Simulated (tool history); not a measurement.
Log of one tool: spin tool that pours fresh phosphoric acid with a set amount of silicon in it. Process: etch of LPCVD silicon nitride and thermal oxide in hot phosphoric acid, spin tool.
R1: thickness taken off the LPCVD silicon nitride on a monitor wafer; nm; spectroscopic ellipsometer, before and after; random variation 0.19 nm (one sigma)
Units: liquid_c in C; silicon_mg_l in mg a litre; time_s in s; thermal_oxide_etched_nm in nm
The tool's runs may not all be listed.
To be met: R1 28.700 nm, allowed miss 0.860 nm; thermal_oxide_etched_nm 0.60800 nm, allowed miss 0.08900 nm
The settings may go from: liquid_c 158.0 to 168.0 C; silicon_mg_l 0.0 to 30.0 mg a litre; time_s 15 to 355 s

run 1 hour=0.0 | liquid_c=163.0 silicon_mg_l=13.0 time_s=180 | R1=16.466 thermal_oxide_etched_nm=0.39929
run 2 hour=3.0 | liquid_c=164.5 silicon_mg_l=13.0 time_s=180 | R1=16.997 thermal_oxide_etched_nm=0.50653
run 3 hour=6.2 | liquid_c=166.5 silicon_mg_l=13.0 time_s=180 | R1=18.279 thermal_oxide_etched_nm=0.54071
run 4 hour=9.4 | liquid_c=166.5 silicon_mg_l=14.5 time_s=190 | R1=19.648 thermal_oxide_etched_nm=0.54367
run 5 hour=13.8 | liquid_c=166.5 silicon_mg_l=7.0 time_s=190 | R1=19.512 thermal_oxide_etched_nm=0.65789
-- hour=18.7 heated supply line repaired
run 6 hour=18.7 | liquid_c=168.0 silicon_mg_l=7.0 time_s=190 | R1=21.797 thermal_oxide_etched_nm=0.79664
run 7 hour=20.7 | liquid_c=168.0 silicon_mg_l=9.0 time_s=195 | R1=22.421 thermal_oxide_etched_nm=0.85373
run 8 hour=26.1 | liquid_c=168.0 silicon_mg_l=11.5 time_s=200 | R1=22.981 thermal_oxide_etched_nm=0.84721
run 9 hour=32.3 | liquid_c=167.5 silicon_mg_l=13.5 time_s=210 | R1=23.930 thermal_oxide_etched_nm=0.81695
run 10 hour=38.8 | liquid_c=167.0 silicon_mg_l=15.5 time_s=215 | R1=24.327 thermal_oxide_etched_nm=0.72748
run 11 hour=46.6 | liquid_c=167.0 silicon_mg_l=17.0 time_s=215 | R1=23.672 thermal_oxide_etched_nm=0.78395

Which of these 5 next moves meets every target?
run A hour=54.4 | liquid_c=158.0 silicon_mg_l=30.0 time_s=350 | R1=? thermal_oxide_etched_nm=?
run B hour=54.4 | liquid_c=166.5 silicon_mg_l=13.0 time_s=165 | R1=? thermal_oxide_etched_nm=?
run C hour=54.4 | liquid_c=159.5 silicon_mg_l=30.0 time_s=300 | R1=? thermal_oxide_etched_nm=?
run D hour=54.4 | liquid_c=165.5 silicon_mg_l=18.5 time_s=280 | R1=? thermal_oxide_etched_nm=?
run E hour=54.4 | liquid_c=162.5 silicon_mg_l=22.0 time_s=300 | R1=? thermal_oxide_etched_nm=?

move=A R1=28.785 thermal_oxide_etched_nm=0.40815
move=B R1=18.001 thermal_oxide_etched_nm=0.60296
move=C R1=25.955 thermal_oxide_etched_nm=0.39122
move=D R1=29.565 thermal_oxide_etched_nm=0.82737
move=E R1=28.693 thermal_oxide_etched_nm=0.64432
A: brings the result that was furthest off to its target, and leaves another outside
B: further off than the last run
C: nearer than the last run, and not there yet
D: takes the result that was furthest off past its target
E: meets every target
The right move is E.
